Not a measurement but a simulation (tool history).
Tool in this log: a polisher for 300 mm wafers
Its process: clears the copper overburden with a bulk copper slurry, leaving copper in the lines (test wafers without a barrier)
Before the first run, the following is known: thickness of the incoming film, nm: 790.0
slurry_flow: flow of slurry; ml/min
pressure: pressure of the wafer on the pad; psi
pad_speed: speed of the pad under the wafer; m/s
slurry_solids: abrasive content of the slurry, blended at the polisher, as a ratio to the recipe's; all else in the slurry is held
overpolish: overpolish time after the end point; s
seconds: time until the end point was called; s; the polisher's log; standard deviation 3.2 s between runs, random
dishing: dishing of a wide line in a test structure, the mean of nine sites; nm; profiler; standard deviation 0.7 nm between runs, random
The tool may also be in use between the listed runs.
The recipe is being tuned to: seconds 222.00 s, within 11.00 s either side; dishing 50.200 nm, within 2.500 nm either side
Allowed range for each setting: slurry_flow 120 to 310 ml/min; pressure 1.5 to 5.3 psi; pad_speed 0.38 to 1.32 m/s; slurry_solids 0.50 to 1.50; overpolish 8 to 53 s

run    day  slurry_flow  pressure  pad_speed  slurry_solids  overpolish  seconds  dishing
  1  0.000          200       3.4       0.84           1.00          27   103.13   72.771
  2  0.188          200       2.9       0.80           1.00          26   115.71   64.611
  3  0.333          200       2.5       0.80           1.00          26   131.64   62.735
  4  0.700          200       2.5       0.80           1.00          35   135.80   69.933
  5  0.967          200       2.5       0.80           1.00          25   132.70   60.483
  6  1.042          200       2.5       0.80           1.00          19   136.71   52.860
  7  1.212          200       2.2       0.74           1.00          22   157.40   52.090
  8  1.550          200       2.0       0.70           1.00          24   172.89   51.255
  9  1.800          200       2.0       0.70           1.00          24   169.43   53.244
 10  1.833          200       1.9       0.66           1.00          25   182.14   51.982
 11  2.200          200       1.8       0.64           1.00          26   193.21   50.610
 12  2.533          200       1.7       0.62           1.00          27   206.49   49.258

Exercise: of the 5 proposed moves below, exactly one satisfies all targets within the stated allowed misses. Which move is it?
  A  2.867          225       1.5       0.74           1.15          28        ?        ?
  B  2.867          190       1.5       0.84           0.85          28        ?        ?
  C  2.867          190       1.6       0.64           0.85          30        ?        ?
  D  2.867          210       1.5       0.72           1.20          23        ?        ?
  E  2.867          205       1.6       0.60           1.00          25        ?        ?

move  seconds  dishing
   A   193.73   51.018
   B   195.00   50.858
   C   221.68   49.798
   D   197.05   45.690
   E   219.97   45.327
A: moves away from the targets compared with the last run
B: moves away from the targets compared with the last run
C: every result within its allowed miss
D: moves away from the targets compared with the last run
E: brings the result that was furthest off to its target, and leaves another outside
C is the move that brings every result within its allowed miss.
